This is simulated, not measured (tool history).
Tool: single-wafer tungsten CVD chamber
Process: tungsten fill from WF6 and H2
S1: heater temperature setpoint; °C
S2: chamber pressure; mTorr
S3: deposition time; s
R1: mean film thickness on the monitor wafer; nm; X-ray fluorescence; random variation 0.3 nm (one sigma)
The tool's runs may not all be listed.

run	hour	S1	S2	S3	R1
1	0	375	35100	16.4	30.962
2	3.2	375	35100	16.4	31.13
3	10.8	375	38300	16.4	31.715
4	13.3	382	39200	16.5	38.478
5	22.1	386	39400	16.5	41.955
6	28.2	389	39500	16.5	44.702
7	36.5	391	39600	16.5	47.068
8	45.2	393	39700	16.5	49.595

The next listed run, before its measurement:
9	48.2	394	39700	16.5	?

R1: 50.131 nm
